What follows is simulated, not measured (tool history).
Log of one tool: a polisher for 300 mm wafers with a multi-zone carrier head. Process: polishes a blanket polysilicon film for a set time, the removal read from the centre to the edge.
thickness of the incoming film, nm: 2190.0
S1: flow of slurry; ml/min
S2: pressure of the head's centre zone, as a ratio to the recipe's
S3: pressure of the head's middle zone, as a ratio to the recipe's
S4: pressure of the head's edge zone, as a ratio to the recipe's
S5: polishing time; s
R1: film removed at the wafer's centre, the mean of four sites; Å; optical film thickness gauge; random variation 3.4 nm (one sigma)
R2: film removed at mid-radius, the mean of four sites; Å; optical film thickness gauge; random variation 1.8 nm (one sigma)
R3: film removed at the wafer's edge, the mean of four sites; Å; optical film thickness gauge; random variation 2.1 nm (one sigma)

run 1 hour=0.0 | S1=200 S2=1.00 S3=1.00 S4=1.00 S5=43 | R1=3341.3 R2=3318.3 R3=3358.8
run 2 hour=7.8 | S1=195 S2=1.01 S3=0.98 S4=0.98 S5=42 | R1=3187.8 R2=3187.1 R3=3255.3
run 3 hour=16.1 | S1=200 S2=1.04 S3=0.96 S4=0.96 S5=41 | R1=3257.5 R2=3065.6 R3=3168.9
run 4 hour=16.7 | S1=200 S2=1.00 S3=0.96 S4=0.96 S5=41 | R1=3172.5 R2=3059.7 R3=3153.2
run 5 hour=22.4 | S1=170 S2=1.00 S3=0.96 S4=0.96 S5=41 | R1=3086.9 R2=3014.4 R3=3135.0
run 6 hour=23.2 | S1=170 S2=1.00 S3=1.04 S4=0.96 S5=41 | R1=3084.9 R2=3172.0 R3=3124.7

The next listed run, before its measurement:
run 7 hour=26.4 | S1=175 S2=1.02 S3=1.02 S4=0.95 S5=40 | R1=? R2=? R3=?

R1: 3031.7 Å
R2: 3079.0 Å
R3: 3023.5 Å
